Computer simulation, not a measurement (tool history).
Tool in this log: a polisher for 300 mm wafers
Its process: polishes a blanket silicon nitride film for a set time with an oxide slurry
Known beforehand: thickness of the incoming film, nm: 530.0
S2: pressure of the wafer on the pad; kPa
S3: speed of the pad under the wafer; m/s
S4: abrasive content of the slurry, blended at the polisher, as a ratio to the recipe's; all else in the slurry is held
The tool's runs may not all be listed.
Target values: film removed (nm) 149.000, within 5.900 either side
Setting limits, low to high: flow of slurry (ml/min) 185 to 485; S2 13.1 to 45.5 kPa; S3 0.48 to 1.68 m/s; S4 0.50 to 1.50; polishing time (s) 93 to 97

run 1 hour=0.0 | flow_of_slurry_(ml/min)=310 S2=29.0 S3=1.08 S4=1.00 polishing_time_(s)=93 | film_removed_(nm)=82.101
run 2 hour=5.3 | flow_of_slurry_(ml/min)=310 S2=33.8 S3=1.10 S4=1.00 polishing_time_(s)=93 | film_removed_(nm)=95.393
run 3 hour=6.1 | flow_of_slurry_(ml/min)=345 S2=33.8 S3=1.10 S4=1.00 polishing_time_(s)=93 | film_removed_(nm)=96.517
run 4 hour=11.0 | flow_of_slurry_(ml/min)=270 S2=33.8 S3=1.10 S4=1.00 polishing_time_(s)=93 | film_removed_(nm)=95.680
run 5 hour=16.3 | flow_of_slurry_(ml/min)=270 S2=33.8 S3=1.10 S4=0.80 polishing_time_(s)=93 | film_removed_(nm)=85.777
run 6 hour=18.3 | flow_of_slurry_(ml/min)=240 S2=33.8 S3=1.10 S4=0.80 polishing_time_(s)=93 | film_removed_(nm)=84.946
run 7 hour=27.2 | flow_of_slurry_(ml/min)=240 S2=37.2 S3=1.18 S4=0.80 polishing_time_(s)=93 | film_removed_(nm)=97.789
run 8 hour=30.5 | flow_of_slurry_(ml/min)=240 S2=39.3 S3=1.26 S4=0.80 polishing_time_(s)=93 | film_removed_(nm)=111.610
run 9 hour=31.1 | flow_of_slurry_(ml/min)=240 S2=40.7 S3=1.30 S4=0.80 polishing_time_(s)=93 | film_removed_(nm)=118.790
run 10 hour=39.8 | flow_of_slurry_(ml/min)=240 S2=42.1 S3=1.34 S4=0.80 polishing_time_(s)=93 | film_removed_(nm)=126.110
run 11 hour=46.5 | flow_of_slurry_(ml/min)=240 S2=42.7 S3=1.36 S4=0.80 polishing_time_(s)=93 | film_removed_(nm)=128.940
run 12 hour=48.7 | flow_of_slurry_(ml/min)=240 S2=42.7 S3=1.36 S4=0.80 polishing_time_(s)=93 | film_removed_(nm)=128.770

Below are 4 possible settings for the next run. Only one of them brings all results inside the allowed miss of their targets. Which is it?
run A hour=50.9 | flow_of_slurry_(ml/min)=275 S2=44.8 S3=1.30 S4=1.00 polishing_time_(s)=95 | film_removed_(nm)=?
run B hour=50.9 | flow_of_slurry_(ml/min)=225 S2=37.2 S3=1.16 S4=0.90 polishing_time_(s)=93 | film_removed_(nm)=?
run C hour=50.9 | flow_of_slurry_(ml/min)=185 S2=32.4 S3=1.36 S4=0.95 polishing_time_(s)=95 | film_removed_(nm)=?
run D hour=50.9 | flow_of_slurry_(ml/min)=250 S2=42.7 S3=1.40 S4=0.85 polishing_time_(s)=97 | film_removed_(nm)=?

move=A film_removed_(nm)=147.650
move=B film_removed_(nm)=104.340
move=C film_removed_(nm)=106.700
move=D film_removed_(nm)=141.950
A: hits every target within its allowed miss
B: lands further from the targets than the last run did
C: lands further from the targets than the last run did
D: moves toward the targets from the last run without getting all of them in spec
A is the move that brings every result within its allowed miss.
